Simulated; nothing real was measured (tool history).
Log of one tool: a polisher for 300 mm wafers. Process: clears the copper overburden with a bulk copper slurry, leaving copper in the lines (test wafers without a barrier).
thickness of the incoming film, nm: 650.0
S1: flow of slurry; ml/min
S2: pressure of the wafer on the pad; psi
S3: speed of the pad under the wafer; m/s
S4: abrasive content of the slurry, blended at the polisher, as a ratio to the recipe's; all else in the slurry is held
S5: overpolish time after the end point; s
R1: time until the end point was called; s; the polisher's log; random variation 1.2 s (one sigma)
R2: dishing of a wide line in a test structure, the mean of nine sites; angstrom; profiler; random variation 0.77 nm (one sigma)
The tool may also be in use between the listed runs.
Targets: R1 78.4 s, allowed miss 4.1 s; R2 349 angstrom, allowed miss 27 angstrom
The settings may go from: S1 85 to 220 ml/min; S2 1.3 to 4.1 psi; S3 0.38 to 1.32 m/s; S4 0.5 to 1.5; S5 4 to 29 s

| run | hour | S1 | S2 | S3 | S4 | S5 | R1 | R2 |
|---|---|---|---|---|---|---|---|---|
| 1 | 0 | 140 | 2.7 | 0.84 | 1 | 15 | 102.66 | 559.36 |
| 2 | 9 | 140 | 2.7 | 0.84 | 0.8 | 15 | 108.87 | 554.52 |
| 3 | 13 | 140 | 2.7 | 0.86 | 0.9 | 13 | 104.3 | 519.91 |
| 4 | 19.2 | 140 | 2.7 | 0.98 | 0.9 | 13 | 90.522 | 561.63 |
| 5 | 27.3 | 135 | 2.6 | 1 | 1 | 12 | 91.15 | 510.77 |
| 6 | 31.9 | 135 | 2.6 | 0.9 | 1 | 12 | 101.49 | 480.85 |
| 7 | 35.8 | 120 | 2.7 | 1.14 | 0.85 | 5 | 83.103 | 296.67 |
| 8 | 41.9 | 125 | 2.7 | 1.14 | 0.85 | 5 | 79.596 | 302.64 |

Which of these 4 next moves meets every target?
| A | 48 | 135 | 2.7 | 1.18 | 0.85 | 6 | ? | ? |
| B | 48 | 115 | 2.7 | 1.04 | 0.8 | 7 | ? | ? |
| C | 48 | 110 | 2.6 | 1.08 | 1 | 9 | ? | ? |
| D | 48 | 140 | 2.5 | 1.06 | 1 | 7 | ? | ? |

| move | R1 | R2 |
|---|---|---|
| A | 77.634 | 362.56 |
| B | 91.666 | 359.05 |
| C | 88.141 | 449.95 |
| D | 88.921 | 366.67 |
A: meets every target
B: brings the result that was furthest off to its target, and leaves another outside
C: takes the result that was furthest off past its target
D: brings the result that was furthest off to its target, and leaves another outside
Answer: A
